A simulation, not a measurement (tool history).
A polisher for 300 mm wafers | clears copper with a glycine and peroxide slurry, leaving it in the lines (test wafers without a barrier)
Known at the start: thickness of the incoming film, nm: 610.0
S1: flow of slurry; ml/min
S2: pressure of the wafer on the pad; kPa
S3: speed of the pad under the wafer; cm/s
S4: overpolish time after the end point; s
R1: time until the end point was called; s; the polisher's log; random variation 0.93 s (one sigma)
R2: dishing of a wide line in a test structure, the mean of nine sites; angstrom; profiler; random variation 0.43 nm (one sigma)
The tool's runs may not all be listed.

run	hour	S1	S2	S3	S4	R1	R2
1	0.0	200	15.2	104	20	110.600	461.56
2	5.2	200	14.5	110	18	111.010	421.64
3	6.0	200	14.5	136	18	93.942	440.75
4	7.4	200	14.5	136	13	93.548	381.95
5	11.2	200	14.5	160	13	82.409	396.05
6	12.3	200	17.9	160	13	67.755	446.77
7	15.8	215	16.5	160	12	72.591	418.01
8	17.6	205	15.9	160	11	74.738	388.45

The next listed run, before its measurement:
9	19.5	195	15.2	160	10	?	?

{"run 9": {"R1": 79.115, "R2": 374.62}}

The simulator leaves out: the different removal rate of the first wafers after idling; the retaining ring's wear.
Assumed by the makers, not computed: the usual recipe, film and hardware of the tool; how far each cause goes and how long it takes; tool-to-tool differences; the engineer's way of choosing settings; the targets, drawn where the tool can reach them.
